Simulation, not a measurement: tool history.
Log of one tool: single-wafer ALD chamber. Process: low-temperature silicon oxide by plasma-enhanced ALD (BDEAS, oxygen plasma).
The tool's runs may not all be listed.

run    day  heater temperature setpoint (K)  number of ALD cycles (cycles)  mean film thickness on the monitor wafer (nm)
  1  0.000                           388.15                             44                                         6.0744
  2  0.125                           388.15                             41                                         5.6692
  3  0.317                           388.15                             44                                         5.9978
  4  0.367                           388.15                             47                                         6.4229
  5  0.517                           388.15                             50                                         6.9537
  6  0.833                           388.15                             46                                         6.3644
  7  1.196                           389.15                             43                                         5.8881

Run 8 has not been measured yet. What should we expect?
  8  1.454                           390.15                             41                                              ?

Run 8 produced mean film thickness on the monitor wafer (nm) 5.6784.
